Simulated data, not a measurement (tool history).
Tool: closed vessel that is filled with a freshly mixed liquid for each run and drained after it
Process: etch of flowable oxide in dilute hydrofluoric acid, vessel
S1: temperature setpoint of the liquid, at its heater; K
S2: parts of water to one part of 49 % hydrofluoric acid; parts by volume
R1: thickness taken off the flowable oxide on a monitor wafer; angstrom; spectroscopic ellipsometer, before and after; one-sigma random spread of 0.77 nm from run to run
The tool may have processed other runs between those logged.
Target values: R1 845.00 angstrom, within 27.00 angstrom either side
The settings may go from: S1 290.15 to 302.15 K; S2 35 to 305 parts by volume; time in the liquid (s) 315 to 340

Run 1, hour 0.0: S1 294.15 K, S2 170 parts by volume, time in the liquid (s) 315. Result: R1 704.71 angstrom.
Run 2, hour 6.2: S1 295.65 K, S2 170 parts by volume, time in the liquid (s) 315. Result: R1 741.65 angstrom.
Run 3, hour 8.8: S1 296.65 K, S2 170 parts by volume, time in the liquid (s) 315. Result: R1 778.55 angstrom.
Run 4, hour 14.1: S1 296.65 K, S2 220 parts by volume, time in the liquid (s) 315. Result: R1 571.83 angstrom.
Run 5, hour 21.4: S1 296.65 K, S2 275 parts by volume, time in the liquid (s) 315. Result: R1 430.08 angstrom.
Run 6, hour 28.1: S1 296.65 K, S2 240 parts by volume, time in the liquid (s) 315. Result: R1 515.77 angstrom.
Run 7, hour 29.2: S1 298.15 K, S2 220 parts by volume, time in the liquid (s) 315. Result: R1 602.95 angstrom.
Run 8, hour 34.3: S1 299.15 K, S2 205 parts by volume, time in the liquid (s) 315. Result: R1 687.32 angstrom.

Below are 5 possible settings for the next run. Only one of them brings all results inside the allowed miss of their targets. Which is it?
Run A, hour 39.4: S1 297.15 K, S2 210 parts by volume, time in the liquid (s) 325. Result: R1 ?.
Run B, hour 39.4: S1 300.15 K, S2 190 parts by volume, time in the liquid (s) 320. Result: R1 ?.
Run C, hour 39.4: S1 297.15 K, S2 225 parts by volume, time in the liquid (s) 335. Result: R1 ?.
Run D, hour 39.4: S1 299.15 K, S2 235 parts by volume, time in the liquid (s) 315. Result: R1 ?.
Run E, hour 39.4: S1 301.15 K, S2 195 parts by volume, time in the liquid (s) 340. Result: R1 ?.

move      R1
   A  631.89
   B  784.17
   C  598.37
   D  572.60
   E  836.43
A: its largest miss is bigger than the last run's
B: closer than the last run, but not yet in spec
C: its largest miss is bigger than the last run's
D: its largest miss is bigger than the last run's
E: every result lands within tolerance
The right move is E.

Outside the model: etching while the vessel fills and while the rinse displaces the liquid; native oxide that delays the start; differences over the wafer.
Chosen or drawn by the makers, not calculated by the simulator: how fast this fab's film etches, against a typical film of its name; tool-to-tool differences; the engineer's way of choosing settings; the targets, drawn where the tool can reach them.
